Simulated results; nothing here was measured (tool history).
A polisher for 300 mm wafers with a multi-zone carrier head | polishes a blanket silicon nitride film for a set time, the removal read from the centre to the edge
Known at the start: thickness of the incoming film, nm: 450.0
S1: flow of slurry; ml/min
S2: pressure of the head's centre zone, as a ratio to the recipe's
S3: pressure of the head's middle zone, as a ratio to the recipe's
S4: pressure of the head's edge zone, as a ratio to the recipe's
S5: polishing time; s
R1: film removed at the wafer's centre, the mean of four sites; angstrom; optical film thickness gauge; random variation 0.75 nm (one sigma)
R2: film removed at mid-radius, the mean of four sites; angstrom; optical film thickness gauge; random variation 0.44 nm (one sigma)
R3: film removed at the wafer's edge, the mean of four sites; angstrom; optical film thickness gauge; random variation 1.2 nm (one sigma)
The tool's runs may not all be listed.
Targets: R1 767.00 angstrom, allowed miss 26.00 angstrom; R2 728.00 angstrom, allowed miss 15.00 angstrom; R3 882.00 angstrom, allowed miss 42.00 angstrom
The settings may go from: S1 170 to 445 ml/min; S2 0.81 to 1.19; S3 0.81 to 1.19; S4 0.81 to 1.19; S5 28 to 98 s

run,day,S1,S2,S3,S4,S5,R1,R2,R3
1,0.000,285,1.00,1.00,1.00,63,1145.60,1125.20,1140.70
2,0.250,285,1.00,0.93,1.00,63,1161.40,1060.60,1146.30
3,0.475,275,0.97,0.91,1.00,60,1056.30,998.28,1077.80
4,0.683,275,0.97,0.99,1.00,60,1062.40,1063.70,1086.80
5,0.938,265,0.95,0.95,1.01,57,980.60,973.11,1022.70
6,1.150,265,0.95,0.89,1.01,57,961.38,922.48,1028.40
7,1.412,255,0.94,0.87,1.02,55,927.66,873.23,984.08
8,1.521,245,0.93,0.86,1.03,54,884.05,836.07,979.58
9,1.754,235,0.92,0.85,1.02,53,859.99,811.41,935.86
10,1.846,205,0.87,0.81,1.07,48,725.02,697.35,863.20
11,2.038,205,0.87,0.81,1.07,48,719.49,693.49,852.84
12,2.262,220,0.88,0.81,1.07,48,732.33,700.87,858.10

5 next moves are on the table. One of them brings every result within its allowed miss. Which?
A,2.488,215,0.87,0.81,0.99,50,?,?,?
B,2.488,175,0.96,0.86,0.99,52,?,?,?
C,2.488,230,0.95,0.81,1.13,46,?,?,?
D,2.488,170,0.94,0.83,1.18,54,?,?,?
E,2.488,230,0.89,0.86,1.04,49,?,?,?

move,R1,R2,R3
A,759.34,728.75,896.14
B,842.03,770.70,909.73
C,771.11,676.13,886.39
D,851.06,773.32,1028.30
E,769.37,756.77,905.03
A: meets every target
B: takes the result that was furthest off past its target
C: further off than the last run
D: takes the result that was furthest off past its target
E: takes the result that was furthest off past its target
The right move is A.
